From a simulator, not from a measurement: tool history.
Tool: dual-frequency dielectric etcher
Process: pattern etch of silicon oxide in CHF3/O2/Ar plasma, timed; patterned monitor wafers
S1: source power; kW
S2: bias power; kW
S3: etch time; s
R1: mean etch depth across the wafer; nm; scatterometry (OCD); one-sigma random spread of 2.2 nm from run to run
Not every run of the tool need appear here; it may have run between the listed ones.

run  hour    S1     S2     S3      R1
  1     0  0.63   0.18  403.5  839.22
  2   4.4  0.63  0.193  403.5  849.37
  3    11   0.6  0.187    399  817.62
  4  13.5   0.6  0.214    399  835.12
  5  18.2  0.68  0.214    399  890.53
  6  21.7  0.68  0.225    399   906.5
  7  28.4  0.64  0.219    395  862.12
  8  36.7   0.6  0.215    392  819.27
  9  40.1  0.57  0.213  390.5  794.19
 10  47.6  0.55  0.212  389.5  776.92
 11  52.5  0.53  0.211  388.5  754.62
     57.2  -- wet clean of the chamber
 12  57.2  0.53  0.211  388.5  780.64
 13  59.4  0.51  0.208    386  755.53
 14  65.6  0.49  0.207    385  735.97

Run 15 comes next. What will it give?
 15  71.4  0.48  0.206  384.5   ?

R1: 723.79 nm
